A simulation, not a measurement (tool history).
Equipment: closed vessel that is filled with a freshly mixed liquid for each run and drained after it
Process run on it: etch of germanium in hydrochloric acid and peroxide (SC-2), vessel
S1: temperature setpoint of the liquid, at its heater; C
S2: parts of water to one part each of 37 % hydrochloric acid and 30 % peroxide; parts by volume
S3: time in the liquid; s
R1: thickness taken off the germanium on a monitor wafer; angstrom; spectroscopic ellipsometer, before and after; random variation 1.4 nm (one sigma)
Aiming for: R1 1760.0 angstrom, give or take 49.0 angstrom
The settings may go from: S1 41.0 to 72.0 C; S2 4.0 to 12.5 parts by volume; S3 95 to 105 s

| run | hour | S1 | S2 | S3 | R1 |
|---|---|---|---|---|---|
| 1 | 0.0 | 57.0 | 7.0 | 95 | 2506.5 |
| 2 | 4.5 | 57.0 | 4.5 | 95 | 2535.7 |
| 3 | 13.1 | 57.0 | 4.0 | 95 | 2577.0 |
| 4 | 17.0 | 52.5 | 4.0 | 95 | 2253.8 |
| 5 | 19.0 | 56.0 | 4.0 | 95 | 2514.9 |
| 6 | 22.3 | 52.0 | 4.0 | 95 | 2189.5 |
| 7 | 24.6 | 50.0 | 4.0 | 95 | 2085.2 |
| 8 | 31.2 | 48.0 | 4.0 | 95 | 1910.4 |
| 9 | 40.2 | 47.0 | 4.0 | 95 | 1849.0 |
| 10 | 42.3 | 46.5 | 4.0 | 95 | 1838.2 |
| 11 | 43.7 | 46.0 | 4.0 | 95 | 1827.4 |

Exercise: of the 4 proposed moves below, exactly one satisfies all targets within the stated allowed misses. Which move is it?
| A | 45.1 | 45.5 | 4.0 | 100 | ? |
| B | 45.1 | 43.5 | 5.0 | 100 | ? |
| C | 45.1 | 47.0 | 4.0 | 95 | ? |
| D | 45.1 | 46.0 | 4.0 | 100 | ? |

| move | R1 |
|---|---|
| A | 1861.8 |
| B | 1737.4 |
| C | 1858.0 |
| D | 1892.7 |
A: lands further from the targets than the last run did
B: every result within its allowed miss
C: lands further from the targets than the last run did
D: lands further from the targets than the last run did
So the answer is move B, the one that meets all the targets.
